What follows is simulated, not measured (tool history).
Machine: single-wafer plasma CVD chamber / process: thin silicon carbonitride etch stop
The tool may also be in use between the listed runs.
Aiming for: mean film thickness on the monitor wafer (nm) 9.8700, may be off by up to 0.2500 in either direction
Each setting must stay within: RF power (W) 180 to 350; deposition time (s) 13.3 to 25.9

run,hour,RF power (W),deposition time (s),mean film thickness on the monitor wafer (nm)
1,0.0,265,19.6,12.3360
2,5.8,265,18.1,11.3370
3,12.4,300,18.1,11.8890
4,19.0,300,16.5,10.8430
5,20.7,300,18.8,12.5480
6,25.7,275,18.8,12.1470
7,30.5,235,15.7,9.5057
8,31.1,240,15.8,9.6049

Pick the move, out of 5, that brings all results within their allowed miss; only one does.
A,31.7,220,16.8,?
B,31.7,205,16.4,?
C,31.7,230,15.7,?
D,31.7,215,15.9,?
E,31.7,235,15.6,?

move,mean film thickness on the monitor wafer (nm)
A,9.8249
B,9.3152
C,9.3483
D,9.2115
E,9.3690
A: every result within its allowed miss
B: misses by more than the last run did
C: misses by more than the last run did
D: misses by more than the last run did
E: misses by more than the last run did
So the answer is move A, the one that meets all the targets.
